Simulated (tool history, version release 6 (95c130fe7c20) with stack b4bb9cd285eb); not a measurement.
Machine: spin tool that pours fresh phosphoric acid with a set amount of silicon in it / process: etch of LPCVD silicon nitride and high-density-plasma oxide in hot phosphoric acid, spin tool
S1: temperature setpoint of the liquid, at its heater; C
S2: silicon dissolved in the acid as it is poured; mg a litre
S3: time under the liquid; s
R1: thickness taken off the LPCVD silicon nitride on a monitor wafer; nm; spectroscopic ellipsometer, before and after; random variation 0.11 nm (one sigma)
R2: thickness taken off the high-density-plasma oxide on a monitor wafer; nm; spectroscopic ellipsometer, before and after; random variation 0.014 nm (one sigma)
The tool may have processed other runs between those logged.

| run | hour | S1 | S2 | S3 | R1 | R2 |
|---|---|---|---|---|---|---|
| 1 | 0 | 160 | 24 | 180 | 13.867 | 0.60473 |
| 2 | 1.6 | 162 | 24 | 180 | 14.617 | 0.66018 |
| 3 | 5.3 | 162 | 32.5 | 195 | 15.798 | 0.5217 |
| 4 | 8.3 | 160.5 | 32.5 | 195 | 15.013 | 0.48193 |
| 5 | 14.2 | 161.5 | 38.5 | 205 | 16.395 | 0.38245 |
| 6 | 19.1 | 163.5 | 38.5 | 205 | 17.671 | 0.45846 |
| 7 | 21.3 | 164 | 42 | 210 | 18.277 | 0.39312 |
| 8 | 28.1 | 164.5 | 43.5 | 210 | 18.439 | 0.36984 |

Estimate the outcome of run 9 from the log above:
| 9 | 35.7 | 164.5 | 44.5 | 215 | ? | ? |

For run 9 the tool returned R1 18.979 nm, R2 0.29735 nm.
